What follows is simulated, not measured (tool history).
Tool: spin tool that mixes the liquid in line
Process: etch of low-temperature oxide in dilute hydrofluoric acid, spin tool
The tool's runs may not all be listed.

run  hour  temperature setpoint of the liquid (°C)  parts of water to one part of 49 % hydrofluoric acid (parts by volume)  time under the liquid (s)  thickness taken off the low-temperature oxide on a monitor wafer (angstrom)
  1     0                                       25                                                                      60                        120                                                                       407.96
  2   0.5                                       27                                                                      60                        120                                                                        435.6
  3   4.9                                     28.5                                                                      60                        120                                                                       470.42
  4     9                                     28.5                                                                      60                        125                                                                       477.79
  5  11.5                                       27                                                                      60                        125                                                                       453.74
  6  16.4                                     28.5                                                                      60                        125                                                                       485.17
  7  23.6                                     29.5                                                                      60                        125                                                                       506.53
  8  26.4                                       30                                                                      60                        125                                                                       513.35
  9  30.3                                     30.5                                                                      60                        125                                                                       526.61

The next listed run, before its measurement:
 10  36.9                                       31                                                                      60                        125                                                                            ?

{"run 10": {"thickness taken off the low-temperature oxide on a monitor wafer (angstrom)": 535.33}}
